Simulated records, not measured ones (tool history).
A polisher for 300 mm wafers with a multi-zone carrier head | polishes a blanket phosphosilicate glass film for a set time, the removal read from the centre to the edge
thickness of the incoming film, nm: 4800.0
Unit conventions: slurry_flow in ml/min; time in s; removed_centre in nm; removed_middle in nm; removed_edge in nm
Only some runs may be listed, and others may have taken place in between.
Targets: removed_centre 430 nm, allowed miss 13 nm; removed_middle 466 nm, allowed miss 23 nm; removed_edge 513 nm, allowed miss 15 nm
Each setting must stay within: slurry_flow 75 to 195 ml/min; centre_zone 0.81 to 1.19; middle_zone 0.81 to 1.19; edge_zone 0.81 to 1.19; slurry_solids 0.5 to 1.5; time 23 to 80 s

run	hour	slurry_flow	centre_zone	middle_zone	edge_zone	slurry_solids	time	removed_centre	removed_middle	removed_edge
1	0	125	1	1	1	1	51	483.47	486.57	497.18
2	6.1	125	1	1	1	1	56	533.89	546.68	546.65
3	10.2	125	1	1	1	1.1	56	548.88	560.8	572.56
4	17.2	125	1.09	1	1	1.1	56	589.55	554.97	559.96
5	25.5	125	1.15	1	1	1.1	56	627.01	564.02	565.66
6	26.2	115	1.09	0.99	1	1.05	56	567.25	538.64	548.83
7	28.5	105	1.05	0.98	1	1.05	56	529.85	516.09	534.19
8	31	100	1.02	0.97	1.01	1.05	56	511.66	496.12	538.02
9	35.3	95	1	0.97	1.01	1.05	56	490.6	513.8	528.89
10	36.4	90	0.99	0.96	1.02	1.05	56	475.41	484.15	520.59
11	41.8	85	0.98	0.96	1.03	1.05	56	468.78	475.14	524.26
12	48.1	85	0.97	0.96	1.03	1.05	56	454.67	474.33	521.71
13	56.1	85	0.96	0.96	1.03	1.05	56	455.49	475.75	526.45
14	60.2	85	0.95	0.96	1.03	1.05	56	443.19	472.26	518.91

4 candidate next runs follow, results not yet known. Just one meets every target within its allowed miss. Identify it.
A	64.3	75	0.91	0.82	1.05	1.1	59	?	?	?
B	64.3	90	0.94	0.85	1.03	1.35	52	?	?	?
C	64.3	85	0.96	0.98	1.02	1.2	54	?	?	?
D	64.3	75	0.92	0.96	1	1.2	55	?	?	?

move	removed_centre	removed_middle	removed_edge
A	438.26	437.37	541.87
B	469.47	461.49	537.37
C	463.12	497.09	522.82
D	427.25	472.75	509.8
A: meets the target for the result that was furthest off, but another lies outside its allowed miss
B: its largest miss is bigger than the last run's
C: its largest miss is bigger than the last run's
D: every result within its allowed miss
The move that meets every target is D.
